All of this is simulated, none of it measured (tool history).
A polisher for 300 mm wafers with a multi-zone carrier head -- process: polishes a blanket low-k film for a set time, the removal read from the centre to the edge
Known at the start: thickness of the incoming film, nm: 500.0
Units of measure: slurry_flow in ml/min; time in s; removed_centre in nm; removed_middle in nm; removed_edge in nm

run 1 hour=0.0 | slurry_flow=250 centre_zone=1.00 middle_zone=1.00 edge_zone=1.00 slurry_solids=1.00 time=50 | removed_centre=23.760 removed_middle=24.837 removed_edge=25.095
run 2 hour=9.0 | slurry_flow=250 centre_zone=1.07 middle_zone=1.00 edge_zone=1.00 slurry_solids=1.00 time=50 | removed_centre=25.944 removed_middle=24.399 removed_edge=25.686
run 3 hour=17.7 | slurry_flow=250 centre_zone=1.15 middle_zone=1.00 edge_zone=1.00 slurry_solids=1.00 time=50 | removed_centre=27.471 removed_middle=24.721 removed_edge=25.104
run 4 hour=22.5 | slurry_flow=250 centre_zone=1.15 middle_zone=1.00 edge_zone=1.00 slurry_solids=0.85 time=50 | removed_centre=26.696 removed_middle=23.469 removed_edge=23.521
run 5 hour=29.8 | slurry_flow=250 centre_zone=1.19 middle_zone=1.00 edge_zone=1.00 slurry_solids=0.85 time=50 | removed_centre=27.784 removed_middle=22.644 removed_edge=23.653
run 6 hour=30.8 | slurry_flow=250 centre_zone=1.19 middle_zone=1.00 edge_zone=1.00 slurry_solids=0.65 time=50 | removed_centre=24.261 removed_middle=21.342 removed_edge=21.160
-- hour=37.1 worn pad replaced by a new one
run 7 hour=37.1 | slurry_flow=250 centre_zone=1.19 middle_zone=1.00 edge_zone=1.00 slurry_solids=0.65 time=50 | removed_centre=27.112 removed_middle=22.962 removed_edge=23.279
run 8 hour=43.7 | slurry_flow=245 centre_zone=1.18 middle_zone=0.99 edge_zone=0.99 slurry_solids=0.65 time=48 | removed_centre=25.229 removed_middle=21.784 removed_edge=22.348

The next listed run, before its measurement:
run 9 hour=46.0 | slurry_flow=245 centre_zone=1.18 middle_zone=0.99 edge_zone=0.99 slurry_solids=0.65 time=48 | removed_centre=? removed_middle=? removed_edge=?

removed_centre: 25.062 nm
removed_middle: 21.704 nm
removed_edge: 22.331 nm
